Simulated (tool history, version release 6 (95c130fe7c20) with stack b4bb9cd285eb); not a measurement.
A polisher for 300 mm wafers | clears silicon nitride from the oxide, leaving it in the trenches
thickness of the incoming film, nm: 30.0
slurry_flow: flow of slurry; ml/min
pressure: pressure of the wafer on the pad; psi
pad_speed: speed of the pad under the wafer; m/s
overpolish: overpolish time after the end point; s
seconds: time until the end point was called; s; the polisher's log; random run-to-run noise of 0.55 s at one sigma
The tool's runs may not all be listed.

run  hour  slurry_flow  pressure  pad_speed  overpolish  seconds
  1     0          175       1.7        0.8          37   70.536
  2   6.7          175       1.9        0.8          37   62.469
  3  15.4          175       2.1        0.8          37   58.639
  4  19.4          175       2.5        0.8          37   47.724
  5  23.6          175       2.6       0.82          37   46.054
  6  32.6          175       2.6       0.84          37   44.493
  7  38.9          175       2.6       0.86          37   43.932

The next listed run, before its measurement:
  8  39.8          175       2.6       0.88          37        ?

Run 8 produced seconds 42.696 s.

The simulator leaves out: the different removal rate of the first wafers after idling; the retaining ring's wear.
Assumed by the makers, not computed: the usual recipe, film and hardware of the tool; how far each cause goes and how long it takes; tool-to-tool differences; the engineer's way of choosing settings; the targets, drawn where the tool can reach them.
